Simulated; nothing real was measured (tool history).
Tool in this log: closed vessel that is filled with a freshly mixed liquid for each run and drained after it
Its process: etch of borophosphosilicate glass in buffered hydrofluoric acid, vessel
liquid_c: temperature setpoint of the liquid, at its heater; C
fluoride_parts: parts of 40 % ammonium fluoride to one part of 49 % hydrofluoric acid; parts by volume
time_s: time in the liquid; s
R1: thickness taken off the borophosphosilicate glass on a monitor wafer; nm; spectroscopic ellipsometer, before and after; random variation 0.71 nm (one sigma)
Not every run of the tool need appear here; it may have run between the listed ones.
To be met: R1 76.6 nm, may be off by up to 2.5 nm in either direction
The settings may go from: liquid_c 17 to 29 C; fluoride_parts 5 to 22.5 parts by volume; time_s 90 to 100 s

Run 1, hour 0: liquid_c 21 C, fluoride_parts 13.5 parts by volume, time_s 90 s. Result: R1 100.9 nm.
Run 2, hour 8.6: liquid_c 21 C, fluoride_parts 13.5 parts by volume, time_s 90 s. Result: R1 99.786 nm.
Run 3, hour 16: liquid_c 24 C, fluoride_parts 13.5 parts by volume, time_s 90 s. Result: R1 119.07 nm.
Run 4, hour 16.9: liquid_c 23 C, fluoride_parts 13.5 parts by volume, time_s 90 s. Result: R1 113.67 nm.
Run 5, hour 19.1: liquid_c 23 C, fluoride_parts 13.5 parts by volume, time_s 90 s. Result: R1 113.32 nm.
Run 6, hour 27.3: liquid_c 23 C, fluoride_parts 9.5 parts by volume, time_s 90 s. Result: R1 155.97 nm.
Run 7, hour 33.5: liquid_c 22 C, fluoride_parts 10 parts by volume, time_s 90 s. Result: R1 144 nm.
Run 8, hour 36.2: liquid_c 21.5 C, fluoride_parts 10.5 parts by volume, time_s 90 s. Result: R1 133.65 nm.
Run 9, hour 41.2: liquid_c 21 C, fluoride_parts 11 parts by volume, time_s 90 s. Result: R1 126.22 nm.
Run 10, hour 47.4: liquid_c 20.5 C, fluoride_parts 11.5 parts by volume, time_s 90 s. Result: R1 115.22 nm.
Run 11, hour 54.6: liquid_c 20 C, fluoride_parts 12 parts by volume, time_s 90 s. Result: R1 108.38 nm.
Run 12, hour 59.9: liquid_c 20 C, fluoride_parts 12 parts by volume, time_s 90 s. Result: R1 106.76 nm.
Run 13, hour 62.9: liquid_c 17 C, fluoride_parts 15 parts by volume, time_s 90 s. Result: R1 71.706 nm.

Of the 5 settings listed for the next run, only one would bring every result within its allowed miss of target. Which one?
Run A, hour 65.9: liquid_c 19 C, fluoride_parts 16 parts by volume, time_s 95 s. Result: R1 ?.
Run B, hour 65.9: liquid_c 17 C, fluoride_parts 14 parts by volume, time_s 95 s. Result: R1 ?.
Run C, hour 65.9: liquid_c 17.5 C, fluoride_parts 14.5 parts by volume, time_s 95 s. Result: R1 ?.
Run D, hour 65.9: liquid_c 17 C, fluoride_parts 14.5 parts by volume, time_s 90 s. Result: R1 ?.
Run E, hour 65.9: liquid_c 19 C, fluoride_parts 18.5 parts by volume, time_s 95 s. Result: R1 ?.

move      R1
   A  79.821
   B  81.424
   C  80.895
   D  74.508
   E  69.126
A: the result that was furthest off in the last run now lies on the other side of its target
B: the result that was furthest off in the last run now lies on the other side of its target
C: the result that was furthest off in the last run now lies on the other side of its target
D: all results in spec
E: further off than the last run
The right move is D.

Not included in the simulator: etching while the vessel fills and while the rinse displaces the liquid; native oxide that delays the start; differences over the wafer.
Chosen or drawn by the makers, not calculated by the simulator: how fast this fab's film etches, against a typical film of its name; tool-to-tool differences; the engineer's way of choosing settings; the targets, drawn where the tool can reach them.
